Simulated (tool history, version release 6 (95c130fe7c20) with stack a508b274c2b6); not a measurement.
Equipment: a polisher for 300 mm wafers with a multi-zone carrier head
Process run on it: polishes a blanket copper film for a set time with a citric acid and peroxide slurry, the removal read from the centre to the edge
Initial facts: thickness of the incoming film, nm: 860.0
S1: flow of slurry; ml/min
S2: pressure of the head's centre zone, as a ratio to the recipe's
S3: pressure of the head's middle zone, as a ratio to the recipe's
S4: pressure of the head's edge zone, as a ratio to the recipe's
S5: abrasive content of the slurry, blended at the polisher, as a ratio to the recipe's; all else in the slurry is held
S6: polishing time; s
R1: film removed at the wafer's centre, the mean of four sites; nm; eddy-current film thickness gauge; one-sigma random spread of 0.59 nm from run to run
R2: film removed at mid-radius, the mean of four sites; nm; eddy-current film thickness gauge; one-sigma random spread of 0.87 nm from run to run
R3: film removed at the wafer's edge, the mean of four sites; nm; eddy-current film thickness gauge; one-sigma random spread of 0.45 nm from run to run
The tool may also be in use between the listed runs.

run,day,S1,S2,S3,S4,S5,S6,R1,R2,R3
1,0.000,280,1.00,1.00,1.00,1.0,32,42.074,43.280,45.365
2,0.025,285,1.02,1.02,1.02,1.1,32,45.088,44.435,45.425
3,0.171,310,1.02,1.02,1.02,1.1,32,43.896,45.975,46.149
4,0.496,310,1.02,1.02,1.02,1.1,39,55.074,55.552,56.330
5,0.538,310,1.02,1.02,1.02,1.0,39,53.536,53.920,55.137
6,0.904,250,1.02,1.02,1.02,1.0,39,51.607,52.222,53.723
7,1.221,265,1.03,1.03,1.02,1.0,39,53.450,54.477,54.448

Predict the results of run 8:
8,1.346,270,1.04,1.04,1.03,1.0,39,?,?,?

Run 8 gave R1 54.638 nm, R2 54.061 nm, R3 55.436 nm.
